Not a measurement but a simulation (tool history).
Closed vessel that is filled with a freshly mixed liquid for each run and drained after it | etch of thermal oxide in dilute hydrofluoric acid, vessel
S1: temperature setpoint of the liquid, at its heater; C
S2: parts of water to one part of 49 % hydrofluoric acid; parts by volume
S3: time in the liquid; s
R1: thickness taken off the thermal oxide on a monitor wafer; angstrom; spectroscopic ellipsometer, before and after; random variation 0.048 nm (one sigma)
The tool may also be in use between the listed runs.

{"run": 1, "hour": 0.0, "S1": 22.0, "S2": 140, "S3": 355, "R1": 95.31}
{"run": 2, "hour": 6.9, "S1": 20.5, "S2": 155, "S3": 355, "R1": 81.31}
{"run": 3, "hour": 14.6, "S1": 19.5, "S2": 170, "S3": 355, "R1": 69.739}
{"run": 4, "hour": 20.3, "S1": 19.0, "S2": 175, "S3": 355, "R1": 66.749}
{"run": 5, "hour": 29.2, "S1": 17.5, "S2": 175, "S3": 355, "R1": 61.19}
{"run": 6, "hour": 35.4, "S1": 17.5, "S2": 150, "S3": 355, "R1": 73.889}
{"run": 7, "hour": 42.2, "S1": 17.5, "S2": 165, "S3": 355, "R1": 66.782}

The next listed run, before its measurement:
{"run": 8, "hour": 45.5, "S1": 17.5, "S2": 175, "S3": 355, "R1": "?"}

R1: 60.985 angstrom

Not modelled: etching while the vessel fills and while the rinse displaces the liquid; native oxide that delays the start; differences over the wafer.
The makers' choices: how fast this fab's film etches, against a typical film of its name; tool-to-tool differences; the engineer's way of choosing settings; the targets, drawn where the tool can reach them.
